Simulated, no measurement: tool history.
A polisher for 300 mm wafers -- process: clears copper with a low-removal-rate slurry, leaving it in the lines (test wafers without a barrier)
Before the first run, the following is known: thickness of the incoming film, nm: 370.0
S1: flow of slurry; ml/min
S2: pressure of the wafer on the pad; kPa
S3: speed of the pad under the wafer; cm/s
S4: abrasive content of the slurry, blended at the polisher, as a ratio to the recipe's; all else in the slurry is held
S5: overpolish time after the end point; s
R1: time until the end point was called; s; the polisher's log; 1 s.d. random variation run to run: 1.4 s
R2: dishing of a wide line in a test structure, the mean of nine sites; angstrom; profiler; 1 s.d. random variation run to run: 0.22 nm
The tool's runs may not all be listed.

run,hour,S1,S2,S3,S4,S5,R1,R2
1,0.0,205,24.1,90,1.0,10,121.530,192.08
2,8.0,205,24.1,90,1.0,12,122.690,229.54
3,15.0,205,28.3,90,1.0,12,104.940,264.54
4,16.5,205,32.4,90,1.0,12,91.071,296.77
5,20.0,200,29.0,90,1.0,12,101.820,265.48
6,22.1,200,29.0,90,0.9,12,106.610,261.65
7,23.9,195,26.9,90,0.9,12,114.310,248.16
8,27.3,190,24.8,90,0.9,12,124.150,227.52
9,33.0,190,24.8,90,0.9,12,124.410,222.33
10,41.9,180,23.4,90,0.9,13,130.220,227.38
11,42.5,175,22.1,90,0.9,13,141.230,217.02
12,43.2,170,21.4,90,0.9,13,145.970,208.39
13,51.7,150,16.5,90,0.9,15,190.370,184.95
14,59.4,160,16.5,90,0.9,15,188.770,186.69
15,67.3,170,16.5,90,0.9,15,186.710,186.65
16,75.5,175,16.5,90,0.9,15,185.790,191.75
17,80.3,180,16.5,90,0.9,15,183.300,194.04

What will run 18 give?
18,83.6,185,16.5,90,0.9,15,?,?

{"run 18": {"R1": 185.97, "R2": 191.68}}
